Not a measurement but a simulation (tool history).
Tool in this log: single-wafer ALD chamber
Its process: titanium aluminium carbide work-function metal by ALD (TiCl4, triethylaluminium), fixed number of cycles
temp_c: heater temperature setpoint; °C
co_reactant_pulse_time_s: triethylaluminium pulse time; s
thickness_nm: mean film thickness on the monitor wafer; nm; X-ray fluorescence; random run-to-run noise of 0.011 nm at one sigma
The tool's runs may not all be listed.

{"run": 1, "hour": 0.0, "temp_c": 320, "co_reactant_pulse_time_s": 8.3, "thickness_nm": 2.0928}
{"run": 2, "hour": 3.5, "temp_c": 322, "co_reactant_pulse_time_s": 8.45, "thickness_nm": 2.119}
{"run": 3, "hour": 4.2, "temp_c": 324, "co_reactant_pulse_time_s": 8.57, "thickness_nm": 2.1561}
{"run": 4, "hour": 10.3, "temp_c": 318, "co_reactant_pulse_time_s": 8.57, "thickness_nm": 2.0834}
{"run": 5, "hour": 18.5, "temp_c": 308, "co_reactant_pulse_time_s": 8.57, "thickness_nm": 1.9942}
{"run": 6, "hour": 27.0, "temp_c": 308, "co_reactant_pulse_time_s": 6.4, "thickness_nm": 1.8392}
{"run": 7, "hour": 29.3, "temp_c": 313, "co_reactant_pulse_time_s": 6.67, "thickness_nm": 1.9146}
{"run": 8, "hour": 31.7, "temp_c": 325, "co_reactant_pulse_time_s": 7.84, "thickness_nm": 2.1194}
{"run": 9, "hour": 34.7, "temp_c": 327, "co_reactant_pulse_time_s": 7.9, "thickness_nm": 2.1485}
{"run": 10, "hour": 38.0, "temp_c": 328, "co_reactant_pulse_time_s": 7.94, "thickness_nm": 2.153}
{"run": 11, "hour": 38.9, "temp_c": 329, "co_reactant_pulse_time_s": 7.99, "thickness_nm": 2.1634}

For run 12, what comes out?
{"run": 12, "hour": 40.2, "temp_c": 330, "co_reactant_pulse_time_s": 8.03, "thickness_nm": "?"}

Logged for run 12: thickness_nm 2.1809 nm.

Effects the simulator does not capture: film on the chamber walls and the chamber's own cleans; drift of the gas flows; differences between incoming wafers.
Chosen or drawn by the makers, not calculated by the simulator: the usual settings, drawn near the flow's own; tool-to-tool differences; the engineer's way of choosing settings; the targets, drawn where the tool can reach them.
